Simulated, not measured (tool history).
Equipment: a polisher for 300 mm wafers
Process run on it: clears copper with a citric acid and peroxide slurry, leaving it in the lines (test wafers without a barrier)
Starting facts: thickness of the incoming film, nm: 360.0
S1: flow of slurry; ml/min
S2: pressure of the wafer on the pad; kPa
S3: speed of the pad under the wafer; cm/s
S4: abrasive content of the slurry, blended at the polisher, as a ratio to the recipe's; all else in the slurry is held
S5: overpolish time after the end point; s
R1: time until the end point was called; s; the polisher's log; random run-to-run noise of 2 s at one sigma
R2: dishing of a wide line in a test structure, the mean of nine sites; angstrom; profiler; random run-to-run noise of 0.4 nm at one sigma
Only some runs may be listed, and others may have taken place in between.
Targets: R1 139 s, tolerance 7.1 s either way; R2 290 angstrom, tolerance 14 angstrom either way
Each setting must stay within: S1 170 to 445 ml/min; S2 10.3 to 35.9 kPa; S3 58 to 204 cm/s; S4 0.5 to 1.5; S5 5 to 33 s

Run 1, hour 0: S1 285 ml/min, S2 22.8 kPa, S3 130 cm/s, S4 1, S5 17 s. Result: R1 89.487 s, R2 301.93 angstrom.
Run 2, hour 7.3: S1 285 ml/min, S2 22.8 kPa, S3 130 cm/s, S4 1, S5 12 s. Result: R1 88.158 s, R2 249.91 angstrom.
Run 3, hour 13.1: S1 285 ml/min, S2 22.8 kPa, S3 130 cm/s, S4 0.9, S5 12 s. Result: R1 91.418 s, R2 247.18 angstrom.
Run 4, hour 16.6: S1 285 ml/min, S2 21.4 kPa, S3 130 cm/s, S4 0.9, S5 14 s. Result: R1 95.257 s, R2 261.1 angstrom.
Run 5, hour 23.2: S1 285 ml/min, S2 20 kPa, S3 130 cm/s, S4 0.9, S5 15 s. Result: R1 99.982 s, R2 254.1 angstrom.
At hour 29.1: head pressure recalibrated.
Run 6, hour 29.1: S1 285 ml/min, S2 18.6 kPa, S3 128 cm/s, S4 0.9, S5 17 s. Result: R1 119.71 s, R2 250.65 angstrom.
Run 7, hour 31.9: S1 285 ml/min, S2 18.6 kPa, S3 128 cm/s, S4 0.9, S5 18 s. Result: R1 119.1 s, R2 260.53 angstrom.
Run 8, hour 35.1: S1 285 ml/min, S2 14.5 kPa, S3 126 cm/s, S4 0.9, S5 25 s. Result: R1 160.19 s, R2 273.46 angstrom.
Run 9, hour 38.2: S1 285 ml/min, S2 15.2 kPa, S3 126 cm/s, S4 0.9, S5 25 s. Result: R1 148.91 s, R2 284.02 angstrom.

Exercise: of the 4 proposed moves below, exactly one satisfies all targets within the stated allowed misses. Which move is it?
Run A, hour 41.3: S1 230 ml/min, S2 19.3 kPa, S3 128 cm/s, S4 0.7, S5 22 s. Result: R1 ?, R2 ?.
Run B, hour 41.3: S1 250 ml/min, S2 18.6 kPa, S3 110 cm/s, S4 1.15, S5 24 s. Result: R1 ?, R2 ?.
Run C, hour 41.3: S1 215 ml/min, S2 15.9 kPa, S3 154 cm/s, S4 0.9, S5 18 s. Result: R1 ?, R2 ?.
Run D, hour 41.3: S1 315 ml/min, S2 15.9 kPa, S3 150 cm/s, S4 1.05, S5 18 s. Result: R1 ?, R2 ?.

move      R1      R2
   A  124.14  290.23
   B  139.06  286.02
   C   122.6  258.06
   D  119.61  261.98
A: takes the biggest miss from the last run beyond its target
B: every result lands within tolerance
C: takes the biggest miss from the last run beyond its target
D: takes the biggest miss from the last run beyond its target
Correct choice: B, which meets every target
